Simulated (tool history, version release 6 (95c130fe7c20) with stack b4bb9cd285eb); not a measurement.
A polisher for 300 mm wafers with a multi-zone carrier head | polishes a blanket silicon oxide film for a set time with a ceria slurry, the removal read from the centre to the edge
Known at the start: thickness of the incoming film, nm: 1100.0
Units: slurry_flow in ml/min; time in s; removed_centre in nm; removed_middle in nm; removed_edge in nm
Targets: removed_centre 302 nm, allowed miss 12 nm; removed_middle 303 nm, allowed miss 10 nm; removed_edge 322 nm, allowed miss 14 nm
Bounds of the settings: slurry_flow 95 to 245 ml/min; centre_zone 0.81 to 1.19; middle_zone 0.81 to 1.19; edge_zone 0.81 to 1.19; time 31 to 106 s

run,hour,slurry_flow,centre_zone,middle_zone,edge_zone,time,removed_centre,removed_middle,removed_edge
1,0,155,1,1,1,68,424.87,419.18,413.07
2,8.5,155,0.93,1,1,68,392.01,416.06,412.72
3,13.2,150,0.92,0.97,0.97,65,363.99,394.25,380.17
4,20.8,145,0.92,0.93,0.98,62,348.27,362.22,368.56
5,24.4,145,1,0.93,0.98,62,385.13,358.42,365.05
6,33,145,1,0.98,0.98,62,382.8,371.79,374.14
7,40.6,135,0.98,0.95,0.97,60,351.08,351.3,352.29
8,48.1,105,0.94,0.85,0.97,57,314.65,292.67,326.86

4 next moves are on the table. One of them brings every result within its allowed miss. Which?
A,55.6,105,0.89,0.81,1.03,58,?,?,?
B,55.6,115,0.94,0.92,0.99,55,?,?,?
C,55.6,120,0.99,0.86,0.88,57,?,?,?
D,55.6,105,0.91,0.81,0.97,58,?,?,?

move,removed_centre,removed_middle,removed_edge
A,298.91,280.37,342.56
B,305.17,299.9,321.7
C,335.81,296,317.4
D,305.69,280.36,332.77
A: brings the result that was furthest off to its target, and leaves another outside
B: meets every target
C: further off than the last run
D: brings the result that was furthest off to its target, and leaves another outside
Answer: B
